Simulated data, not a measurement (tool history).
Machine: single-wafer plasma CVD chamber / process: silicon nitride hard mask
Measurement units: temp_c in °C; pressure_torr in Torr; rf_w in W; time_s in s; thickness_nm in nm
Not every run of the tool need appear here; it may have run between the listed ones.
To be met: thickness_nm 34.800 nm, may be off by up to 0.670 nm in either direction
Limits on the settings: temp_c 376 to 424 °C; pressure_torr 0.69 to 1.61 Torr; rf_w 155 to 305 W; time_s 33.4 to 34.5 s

run	hour	temp_c	pressure_torr	rf_w	time_s	thickness_nm
1	0.0	400	1.15	230	33.4	31.213
2	2.7	400	1.20	230	33.4	31.918
3	7.4	400	1.20	250	33.4	33.340
4	10.2	400	1.12	250	33.4	32.147
5	16.4	404	1.12	250	33.4	32.096
6	23.0	404	1.12	235	33.4	31.174
7	25.8	404	1.16	235	33.4	31.674
8	28.4	404	1.19	235	33.4	32.502
9	36.4	405	1.21	235	33.4	32.684
10	39.4	405	1.23	235	33.4	32.815
11	45.8	405	1.25	235	33.4	32.891
12	48.5	405	1.27	235	33.4	32.873

Pick the move, out of 4, that brings all results within their allowed miss; only one does.
A	51.2	393	1.43	245	34.5	?
B	51.2	407	1.28	255	33.7	?
C	51.2	401	1.21	230	34.2	?
D	51.2	405	1.38	210	33.4	?

move	thickness_nm
A	36.659
B	34.781
C	32.971
D	32.464
A: moves the result that the last run missed by most past its target, out the other side
B: all results in spec
C: moves toward the targets from the last run without getting all of them in spec
D: misses by more than the last run did
Move B is the one to make.

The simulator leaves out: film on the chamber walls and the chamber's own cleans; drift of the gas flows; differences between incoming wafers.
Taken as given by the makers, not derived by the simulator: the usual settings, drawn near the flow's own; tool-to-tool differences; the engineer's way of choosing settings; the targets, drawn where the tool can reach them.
